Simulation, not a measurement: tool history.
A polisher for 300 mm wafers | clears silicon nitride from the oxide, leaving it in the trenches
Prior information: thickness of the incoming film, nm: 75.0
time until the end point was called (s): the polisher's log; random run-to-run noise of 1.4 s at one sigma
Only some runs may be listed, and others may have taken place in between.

run	hour	flow of slurry (ml/min)	pressure of the wafer on the pad (kPa)	speed of the pad under the wafer (cm/s)	overpolish time after the end point (s)	time until the end point was called (s)
1	0.0	130	16.5	88	49	103.500
2	4.1	130	16.5	88	52	102.340
3	8.0	130	16.5	88	49	101.970
4	15.1	130	19.3	88	49	90.659
5	17.2	130	19.3	88	49	89.529
6	23.1	100	19.3	88	49	94.442
7	26.5	100	17.2	88	49	105.100
8	35.3	95	15.9	88	49	116.400

Run 9 has not been measured yet. What should we expect?
9	41.7	90	15.2	88	49	?

time until the end point was called (s): 123.810
